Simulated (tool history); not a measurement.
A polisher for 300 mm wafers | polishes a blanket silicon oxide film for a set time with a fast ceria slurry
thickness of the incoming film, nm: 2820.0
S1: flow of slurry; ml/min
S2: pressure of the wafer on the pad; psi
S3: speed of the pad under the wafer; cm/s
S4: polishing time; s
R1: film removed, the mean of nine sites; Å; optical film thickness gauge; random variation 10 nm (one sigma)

run  hour   S1   S2   S3  S4       R1
  1   0.0  255  2.7  104  64  11198.0
  2   6.2  255  2.7  104  64  11371.0
  3   7.1  255  2.5  102  64  10319.0
  4  10.6  255  2.5  102  68  11013.0
  5  18.9  285  2.5  102  68  10890.0
  6  27.9  325  2.5  102  68  11173.0
  7  33.7  325  2.3  100  68   9978.8
  8  35.6  325  2.1  100  68   9305.4

The next listed run, before its measurement:
  9  40.8  325  2.0  100  68   ?

R1: 9019.5 Å
